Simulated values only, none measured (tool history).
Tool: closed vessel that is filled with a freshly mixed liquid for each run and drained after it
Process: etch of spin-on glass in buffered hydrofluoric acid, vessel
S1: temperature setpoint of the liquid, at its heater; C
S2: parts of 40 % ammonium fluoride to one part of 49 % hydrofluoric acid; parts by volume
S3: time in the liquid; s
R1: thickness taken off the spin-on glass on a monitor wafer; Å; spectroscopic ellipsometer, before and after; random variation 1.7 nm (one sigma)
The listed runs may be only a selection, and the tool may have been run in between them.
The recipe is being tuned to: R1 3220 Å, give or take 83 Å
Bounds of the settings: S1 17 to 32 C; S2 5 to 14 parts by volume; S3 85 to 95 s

run	hour	S1	S2	S3	R1
1	0	24	8.5	85	1901.2
2	7.4	24	8.5	95	2104.5
3	10.9	25	8.5	95	2234.8
4	19.6	26	8.5	95	2353.9
5	25.7	27	8.5	95	2492.1
6	34.9	27.5	8.5	95	2544.8
7	39.7	28	8.5	95	2622.3
8	48.4	28.5	8.5	95	2698.9

Pick the move, out of 5, that brings all results within their allowed miss; only one does.
A	57.1	29.5	8	95	?
B	57.1	29	7	95	?
C	57.1	29	6.5	85	?
D	57.1	31.5	8	95	?
E	57.1	29	9	90	?

move	R1
A	3020.9
B	3398.5
C	3242.4
D	3353.4
E	2453.6
A: nearer than the last run, and not there yet
B: takes the result that was furthest off past its target
C: meets every target
D: takes the result that was furthest off past its target
E: the biggest miss grows against the last run
C meets every target.

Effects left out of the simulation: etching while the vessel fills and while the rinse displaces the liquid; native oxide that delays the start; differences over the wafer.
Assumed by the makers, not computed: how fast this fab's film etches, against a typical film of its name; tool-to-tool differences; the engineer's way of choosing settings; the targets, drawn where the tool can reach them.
